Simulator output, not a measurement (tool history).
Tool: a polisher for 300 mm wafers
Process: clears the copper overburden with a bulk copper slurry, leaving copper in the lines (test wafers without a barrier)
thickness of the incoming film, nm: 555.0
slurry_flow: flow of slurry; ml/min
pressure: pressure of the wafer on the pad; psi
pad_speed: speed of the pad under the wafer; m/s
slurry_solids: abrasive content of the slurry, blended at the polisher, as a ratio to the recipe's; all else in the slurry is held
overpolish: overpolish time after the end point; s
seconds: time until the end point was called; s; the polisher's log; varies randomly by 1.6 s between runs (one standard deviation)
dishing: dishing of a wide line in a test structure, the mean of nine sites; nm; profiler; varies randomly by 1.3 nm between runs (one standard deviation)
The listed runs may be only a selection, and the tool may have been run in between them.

run	hour	slurry_flow	pressure	pad_speed	slurry_solids	overpolish	seconds	dishing
1	0	315	1.7	1	1	15	99.489	53.966
2	1.7	355	1.7	1	1	15	98.96	54.771
3	7.3	355	1.5	1	1	18	107.11	57.311
4	15	355	1.5	0.88	1	18	122.53	52.644
5	16.7	355	1.4	0.86	1	20	130.78	53.139
6	22.1	355	1.4	0.86	1	22	131.25	59.837

What will run 7 give?
7	29	355	1.4	0.86	1	23	?	?

seconds: 133.84 s
dishing: 62.382 nm

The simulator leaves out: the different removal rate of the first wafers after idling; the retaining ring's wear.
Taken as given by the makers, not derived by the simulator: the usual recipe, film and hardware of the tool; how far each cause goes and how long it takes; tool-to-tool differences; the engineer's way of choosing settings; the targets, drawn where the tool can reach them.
